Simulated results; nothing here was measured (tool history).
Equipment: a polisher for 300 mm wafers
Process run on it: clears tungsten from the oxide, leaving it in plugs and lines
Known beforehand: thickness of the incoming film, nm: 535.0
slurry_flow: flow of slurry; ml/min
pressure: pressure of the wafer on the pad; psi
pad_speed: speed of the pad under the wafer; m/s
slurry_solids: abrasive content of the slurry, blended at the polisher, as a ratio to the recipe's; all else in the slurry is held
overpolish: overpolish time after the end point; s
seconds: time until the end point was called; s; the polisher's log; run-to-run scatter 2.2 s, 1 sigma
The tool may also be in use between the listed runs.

run,hour,slurry_flow,pressure,pad_speed,slurry_solids,overpolish,seconds
1,0.0,160,3.0,1.10,1.0,8,119.73
2,1.3,160,2.8,1.08,1.0,8,130.58
3,4.3,160,2.6,1.06,1.0,8,143.71
4,12.6,160,2.6,1.06,1.0,8,144.10
5,15.7,160,2.5,1.04,1.0,8,150.47
6,19.8,160,2.1,1.04,1.0,8,181.75
7,26.7,160,2.0,1.04,1.0,8,187.51
8,31.5,160,1.9,1.04,1.0,8,194.25
9,39.0,160,1.8,1.04,1.0,8,210.46
10,46.2,160,1.8,1.04,1.0,8,207.34
11,50.5,150,1.6,1.04,1.0,8,236.81
12,59.5,140,1.6,1.04,1.0,8,235.26
13,62.4,140,1.6,1.04,1.0,8,236.70
14,68.4,135,1.6,1.04,1.0,8,235.82
15,77.1,130,1.4,1.04,1.0,8,269.43
16,83.5,140,1.4,1.04,1.0,8,270.34
17,85.9,155,1.4,1.04,1.0,8,263.41

Forecast run 18:
18,91.9,170,1.5,1.04,1.0,8,?

{"run 18": {"seconds": 245.2}}
